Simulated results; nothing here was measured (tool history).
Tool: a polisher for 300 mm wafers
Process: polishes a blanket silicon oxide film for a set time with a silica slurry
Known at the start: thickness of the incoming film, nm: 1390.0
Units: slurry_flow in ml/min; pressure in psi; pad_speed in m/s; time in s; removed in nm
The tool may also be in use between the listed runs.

run,hour,slurry_flow,pressure,pad_speed,slurry_solids,time,removed
1,0,155,3.9,0.94,1,40,80.659
2,6.6,155,3.7,0.94,1,40,76.424
3,10.4,155,3,0.94,1,40,61.957
4,13.3,155,3,0.74,1,40,52.548
5,14.8,155,3,0.88,1,40,58.084
6,15.6,155,4,0.88,1,40,78.408
7,19.5,155,3.9,0.88,1,40,77.998

Forecast run 8:
8,23.5,155,3.8,0.88,1,40,?

removed: 74.641 nm
